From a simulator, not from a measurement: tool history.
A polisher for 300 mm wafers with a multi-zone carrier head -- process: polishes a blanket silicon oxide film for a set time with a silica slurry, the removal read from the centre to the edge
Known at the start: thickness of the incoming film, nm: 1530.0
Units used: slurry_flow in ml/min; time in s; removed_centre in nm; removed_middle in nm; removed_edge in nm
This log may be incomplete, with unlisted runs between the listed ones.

run 1 hour=0 | slurry_flow=240 centre_zone=1 middle_zone=1 edge_zone=1 slurry_solids=1 time=44 | removed_centre=177.54 removed_middle=175.28 removed_edge=176.55
run 2 hour=5.3 | slurry_flow=235 centre_zone=1.02 middle_zone=0.95 edge_zone=0.99 slurry_solids=0.85 time=40 | removed_centre=145.18 removed_middle=134.49 removed_edge=142.48
run 3 hour=10.9 | slurry_flow=235 centre_zone=1.02 middle_zone=0.95 edge_zone=0.99 slurry_solids=1 time=40 | removed_centre=165.1 removed_middle=151.02 removed_edge=160.59
run 4 hour=13.8 | slurry_flow=235 centre_zone=1.02 middle_zone=0.95 edge_zone=0.99 slurry_solids=0.9 time=40 | removed_centre=151.58 removed_middle=138.06 removed_edge=148.48
run 5 hour=15.2 | slurry_flow=235 centre_zone=1.03 middle_zone=0.92 edge_zone=0.96 slurry_solids=0.8 time=39 | removed_centre=136.56 removed_middle=119.94 removed_edge=131.32
run 6 hour=16.2 | slurry_flow=235 centre_zone=1.03 middle_zone=0.92 edge_zone=0.96 slurry_solids=0.6 time=39 | removed_centre=94.829 removed_middle=82.234 removed_edge=92.577
run 7 hour=24.9 | slurry_flow=240 centre_zone=1.05 middle_zone=0.91 edge_zone=0.96 slurry_solids=0.6 time=39 | removed_centre=96.712 removed_middle=86.418 removed_edge=92.964
-- hour=32.3 worn pad replaced by a new one
run 8 hour=32.3 | slurry_flow=225 centre_zone=1.06 middle_zone=0.88 edge_zone=0.95 slurry_solids=0.6 time=39 | removed_centre=110.5 removed_middle=91.657 removed_edge=102.89
run 9 hour=36.5 | slurry_flow=230 centre_zone=1.06 middle_zone=0.87 edge_zone=0.94 slurry_solids=0.6 time=39 | removed_centre=110.55 removed_middle=90.004 removed_edge=103.32
run 10 hour=40.2 | slurry_flow=230 centre_zone=1.06 middle_zone=0.86 edge_zone=0.93 slurry_solids=0.6 time=39 | removed_centre=110.11 removed_middle=88.659 removed_edge=103.37

The next listed run, before its measurement:
run 11 hour=43 | slurry_flow=235 centre_zone=1.06 middle_zone=0.86 edge_zone=0.91 slurry_solids=0.6 time=39 | removed_centre=? removed_middle=? removed_edge=?

removed_centre: 109.71 nm
removed_middle: 91.013 nm
removed_edge: 101.27 nm
